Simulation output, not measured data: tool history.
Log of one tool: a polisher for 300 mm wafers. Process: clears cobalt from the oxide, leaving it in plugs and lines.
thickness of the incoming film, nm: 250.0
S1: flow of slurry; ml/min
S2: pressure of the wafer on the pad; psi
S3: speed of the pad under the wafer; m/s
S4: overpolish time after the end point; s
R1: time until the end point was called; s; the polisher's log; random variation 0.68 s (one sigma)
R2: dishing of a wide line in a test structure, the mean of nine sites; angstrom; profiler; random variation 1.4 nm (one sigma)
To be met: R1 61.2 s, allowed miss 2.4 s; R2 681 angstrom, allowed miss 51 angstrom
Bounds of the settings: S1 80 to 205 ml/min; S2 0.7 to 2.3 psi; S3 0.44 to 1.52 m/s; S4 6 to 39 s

{"run": 1, "hour": 0.0, "S1": 135, "S2": 1.5, "S3": 0.98, "S4": 20, "R1": 75.91, "R2": 435.65}
{"run": 2, "hour": 8.6, "S1": 135, "S2": 1.5, "S3": 1.16, "S4": 20, "R1": 63.604, "R2": 485.1}
{"run": 3, "hour": 10.4, "S1": 135, "S2": 1.5, "S3": 1.06, "S4": 20, "R1": 70.904, "R2": 473.34}
{"run": 4, "hour": 14.9, "S1": 135, "S2": 1.5, "S3": 1.06, "S4": 21, "R1": 69.805, "R2": 497.22}
{"run": 5, "hour": 16.2, "S1": 135, "S2": 1.5, "S3": 1.28, "S4": 21, "R1": 58.5, "R2": 533.35}
{"run": 6, "hour": 16.8, "S1": 135, "S2": 1.7, "S3": 1.28, "S4": 21, "R1": 52.801, "R2": 594.54}
{"run": 7, "hour": 24.8, "S1": 135, "S2": 1.7, "S3": 1.28, "S4": 22, "R1": 52.972, "R2": 606.12}
{"run": 8, "hour": 32.3, "S1": 135, "S2": 1.7, "S3": 1.28, "S4": 23, "R1": 51.735, "R2": 618.97}
{"run": 9, "hour": 36.1, "S1": 120, "S2": 1.4, "S3": 1.28, "S4": 31, "R1": 64.697, "R2": 675.42}
{"run": 10, "hour": 41.0, "S1": 125, "S2": 1.4, "S3": 1.28, "S4": 30, "R1": 63.687, "R2": 646.29}

5 next moves are on the table. One of them brings every result within its allowed miss. Which?
{"run": "A", "hour": 45.9, "S1": 110, "S2": 1.6, "S3": 1.36, "S4": 37, "R1": "?", "R2": "?"}
{"run": "B", "hour": 45.9, "S1": 130, "S2": 1.5, "S3": 1.32, "S4": 32, "R1": "?", "R2": "?"}
{"run": "C", "hour": 45.9, "S1": 115, "S2": 1.5, "S3": 1.34, "S4": 30, "R1": "?", "R2": "?"}
{"run": "D", "hour": 45.9, "S1": 140, "S2": 1.5, "S3": 1.24, "S4": 31, "R1": "?", "R2": "?"}
{"run": "E", "hour": 45.9, "S1": 170, "S2": 1.8, "S3": 1.08, "S4": 39, "R1": "?", "R2": "?"}

move=A R1=54.143 R2=788.68
move=B R1=57.605 R2=720.97
move=C R1=58.004 R2=695.99
move=D R1=60.487 R2=693.19
move=E R1=56.287 R2=793.77
A: takes the result that was furthest off past its target
B: takes the result that was furthest off past its target
C: takes the result that was furthest off past its target
D: meets every target
E: takes the result that was furthest off past its target
Answer: D
